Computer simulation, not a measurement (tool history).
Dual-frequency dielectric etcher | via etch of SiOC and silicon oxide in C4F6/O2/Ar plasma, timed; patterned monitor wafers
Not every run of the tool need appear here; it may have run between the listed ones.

run,hour,source power (W),bias power (W),etch time (s),mean etch depth across the wafer (Å)
1,0.0,310,233,34.5,399.30
2,5.8,310,216,34.5,389.37
3,8.5,310,216,31.5,353.29
4,10.1,320,225,31.5,365.91
5,15.3,280,225,31.5,341.15
6,16.8,300,229,31.5,356.56
7,17.8,320,234,31.5,368.64
8,20.1,330,243,31.5,380.68
9,25.0,340,250,31.5,389.51
10,30.9,350,256,31.5,397.24
11,39.1,360,262,31.5,405.78
12,46.0,370,268,31.5,415.16

What will run 13 give?
13,48.3,380,273,31.5,?

Run 13 yielded mean etch depth across the wafer (Å) 421.86.

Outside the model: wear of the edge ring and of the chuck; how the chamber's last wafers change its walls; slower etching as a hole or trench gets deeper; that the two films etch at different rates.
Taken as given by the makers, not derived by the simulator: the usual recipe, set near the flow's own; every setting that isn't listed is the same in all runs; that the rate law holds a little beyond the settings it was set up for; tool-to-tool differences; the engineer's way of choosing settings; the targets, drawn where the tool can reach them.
